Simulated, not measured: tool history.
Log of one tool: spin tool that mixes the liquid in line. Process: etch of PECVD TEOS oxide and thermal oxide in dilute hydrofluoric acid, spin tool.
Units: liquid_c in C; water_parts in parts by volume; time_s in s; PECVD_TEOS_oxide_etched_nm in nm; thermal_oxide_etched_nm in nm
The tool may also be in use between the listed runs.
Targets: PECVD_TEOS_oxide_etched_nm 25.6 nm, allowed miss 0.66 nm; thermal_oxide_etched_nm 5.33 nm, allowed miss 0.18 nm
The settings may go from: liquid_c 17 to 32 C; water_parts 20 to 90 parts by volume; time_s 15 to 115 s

| run | day | liquid_c | water_parts | time_s | PECVD_TEOS_oxide_etched_nm | thermal_oxide_etched_nm |
|---|---|---|---|---|---|---|
| 1 | 0 | 24 | 50 | 60 | 30.86 | 6.5319 |
| 2 | 0.367 | 21.5 | 50 | 60 | 27.858 | 5.7876 |
| 3 | 0.625 | 21.5 | 50 | 45 | 20.847 | 4.3775 |
| 4 | 0.767 | 22 | 50 | 45 | 21.278 | 4.4054 |
| 5 | 0.842 | 22.5 | 50 | 45 | 21.829 | 4.5785 |
| 6 | 1.071 | 21.5 | 50 | 45 | 20.92 | 4.2852 |
| 7 | 1.279 | 22 | 50 | 45 | 21.197 | 4.4181 |
| 8 | 1.483 | 22.5 | 50 | 45 | 21.68 | 4.5402 |
| 9 | 1.742 | 23 | 50 | 45 | 22.326 | 4.6753 |
| 10 | 1.854 | 23.5 | 50 | 45 | 22.794 | 4.8439 |
| 11 | 2.117 | 24 | 50 | 45 | 23.223 | 4.8342 |
| 12 | 2.483 | 24.5 | 50 | 45 | 23.915 | 4.9501 |

4 next moves are on the table. One of them brings every result within its allowed miss. Which?
| A | 2.85 | 26.5 | 45 | 40 | ? | ? |
| B | 2.85 | 17 | 55 | 80 | ? | ? |
| C | 2.85 | 23 | 45 | 40 | ? | ? |
| D | 2.85 | 23 | 50 | 55 | ? | ? |

| move | PECVD_TEOS_oxide_etched_nm | thermal_oxide_etched_nm |
|---|---|---|
| A | 25.416 | 5.3834 |
| B | 27.582 | 5.8422 |
| C | 22.012 | 4.6624 |
| D | 27.064 | 5.7325 |
A: meets every target
B: takes the result that was furthest off past its target
C: further off than the last run
D: takes the result that was furthest off past its target
The right move is A.
